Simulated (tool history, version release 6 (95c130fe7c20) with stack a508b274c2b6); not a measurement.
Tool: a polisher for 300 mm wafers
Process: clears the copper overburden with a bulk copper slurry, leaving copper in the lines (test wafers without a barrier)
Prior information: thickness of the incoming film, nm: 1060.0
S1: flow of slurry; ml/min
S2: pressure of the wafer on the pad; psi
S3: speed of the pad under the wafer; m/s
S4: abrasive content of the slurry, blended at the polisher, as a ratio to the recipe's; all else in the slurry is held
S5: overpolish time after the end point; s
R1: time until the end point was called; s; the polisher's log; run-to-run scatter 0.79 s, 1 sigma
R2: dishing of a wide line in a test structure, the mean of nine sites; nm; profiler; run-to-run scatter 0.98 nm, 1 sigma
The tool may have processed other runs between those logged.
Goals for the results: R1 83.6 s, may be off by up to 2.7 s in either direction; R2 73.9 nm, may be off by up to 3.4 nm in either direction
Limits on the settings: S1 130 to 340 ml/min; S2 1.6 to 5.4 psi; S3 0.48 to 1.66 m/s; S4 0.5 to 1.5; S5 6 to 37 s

{"run": 1, "day": 0.0, "S1": 220, "S2": 3.5, "S3": 1.06, "S4": 1, "S5": 19, "R1": 100.48, "R2": 92.668}
{"run": 2, "day": 0.312, "S1": 220, "S2": 3.5, "S3": 0.88, "S4": 1, "S5": 19, "R1": 120.08, "R2": 84.741}
{"run": 3, "day": 0.342, "S1": 220, "S2": 3.7, "S3": 0.88, "S4": 1, "S5": 17, "R1": 114.7, "R2": 82.795}
{"run": 4, "day": 0.488, "S1": 220, "S2": 3.9, "S3": 0.9, "S4": 1, "S5": 15, "R1": 108.89, "R2": 82.696}
{"run": 5, "day": 0.783, "S1": 245, "S2": 3.9, "S3": 0.9, "S4": 1, "S5": 15, "R1": 106.21, "R2": 80.845}
{"run": 6, "day": 1.129, "S1": 250, "S2": 4, "S3": 0.9, "S4": 1, "S5": 14, "R1": 103.41, "R2": 78.608}
{"run": 7, "day": 1.3, "S1": 260, "S2": 4.1, "S3": 0.9, "S4": 1, "S5": 13, "R1": 99.86, "R2": 78.366}
{"run": 8, "day": 1.654, "S1": 265, "S2": 4.2, "S3": 0.9, "S4": 1, "S5": 12, "R1": 97.672, "R2": 74.108}
{"run": 9, "day": 1.954, "S1": 270, "S2": 4.3, "S3": 0.9, "S4": 1, "S5": 12, "R1": 95.436, "R2": 76.297}
{"run": 10, "day": 2.321, "S1": 275, "S2": 4.4, "S3": 0.9, "S4": 1, "S5": 12, "R1": 93.689, "R2": 77.283}
{"run": 11, "day": 2.383, "S1": 275, "S2": 4.8, "S3": 0.92, "S4": 1, "S5": 7, "R1": 83.647, "R2": 57.722}
{"run": 12, "day": 2.696, "S1": 280, "S2": 4.8, "S3": 0.92, "S4": 1, "S5": 7, "R1": 82.994, "R2": 56.768}
{"run": 13, "day": 2.758, "S1": 285, "S2": 4.8, "S3": 0.92, "S4": 1, "S5": 8, "R1": 83.409, "R2": 63.009}
{"run": 14, "day": 3.129, "S1": 290, "S2": 4.8, "S3": 0.92, "S4": 1, "S5": 8, "R1": 84.814, "R2": 64.439}
{"run": 15, "day": 3.4, "S1": 295, "S2": 4.8, "S3": 0.92, "S4": 1, "S5": 8, "R1": 83.342, "R2": 62.926}
{"run": 16, "day": 3.55, "S1": 295, "S2": 4.8, "S3": 0.92, "S4": 1, "S5": 8, "R1": 83.821, "R2": 63.017}
{"run": 17, "day": 3.733, "S1": 290, "S2": 4.9, "S3": 0.9, "S4": 1, "S5": 14, "R1": 83.993, "R2": 93.273}
{"run": 18, "day": 3.979, "S1": 280, "S2": 4.9, "S3": 0.9, "S4": 1, "S5": 14, "R1": 84.72, "R2": 93.795}
{"run": 19, "day": 4.158, "S1": 275, "S2": 4.9, "S3": 0.9, "S4": 1, "S5": 14, "R1": 83.845, "R2": 90.319}
{"run": 20, "day": 4.188, "S1": 265, "S2": 4.9, "S3": 0.9, "S4": 1, "S5": 14, "R1": 83.61, "R2": 90.739}
{"run": 21, "day": 4.375, "S1": 265, "S2": 4.8, "S3": 0.92, "S4": 1, "S5": 6, "R1": 83.499, "R2": 50.174}
{"run": 22, "day": 4.646, "S1": 265, "S2": 4.8, "S3": 0.92, "S4": 1, "S5": 6, "R1": 84.861, "R2": 49.38}
{"run": 23, "day": 4.779, "S1": 275, "S2": 4.8, "S3": 0.92, "S4": 1, "S5": 6, "R1": 82.914, "R2": 50.057}
{"run": 24, "day": 4.942, "S1": 285, "S2": 4.8, "S3": 0.92, "S4": 1, "S5": 6, "R1": 84.462, "R2": 50.934}
{"run": 25, "day": 5.275, "S1": 290, "S2": 4.8, "S3": 0.92, "S4": 1, "S5": 7, "R1": 85.003, "R2": 57.565}
{"run": 26, "day": 5.408, "S1": 295, "S2": 4.8, "S3": 0.92, "S4": 1, "S5": 7, "R1": 83.182, "R2": 57.537}
{"run": 27, "day": 5.642, "S1": 295, "S2": 4.8, "S3": 0.92, "S4": 1, "S5": 7, "R1": 82.771, "R2": 56.767}
{"run": 28, "day": 5.829, "S1": 295, "S2": 4.8, "S3": 0.92, "S4": 1, "S5": 8, "R1": 83.197, "R2": 63.112}

Consider the 4 candidate settings below. Which is the only one whose results all fall within their allowed miss of target?
{"run": "A", "day": 6.017, "S1": 305, "S2": 3.9, "S3": 1.12, "S4": 1.3, "S5": 7, "R1": "?", "R2": "?"}
{"run": "B", "day": 6.017, "S1": 280, "S2": 4.5, "S3": 1.02, "S4": 0.95, "S5": 7, "R1": "?", "R2": "?"}
{"run": "C", "day": 6.017, "S1": 265, "S2": 4.1, "S3": 1.02, "S4": 1.35, "S5": 10, "R1": "?", "R2": "?"}
{"run": "D", "day": 6.017, "S1": 265, "S2": 4.8, "S3": 0.94, "S4": 1.05, "S5": 6, "R1": "?", "R2": "?"}

move=A R1=81.163 R2=56.661
move=B R1=81.963 R2=56.71
move=C R1=85.006 R2=71.495
move=D R1=82.312 R2=50.143
A: lands further from the targets than the last run did
B: lands further from the targets than the last run did
C: meets every target
D: lands further from the targets than the last run did
Answer: C
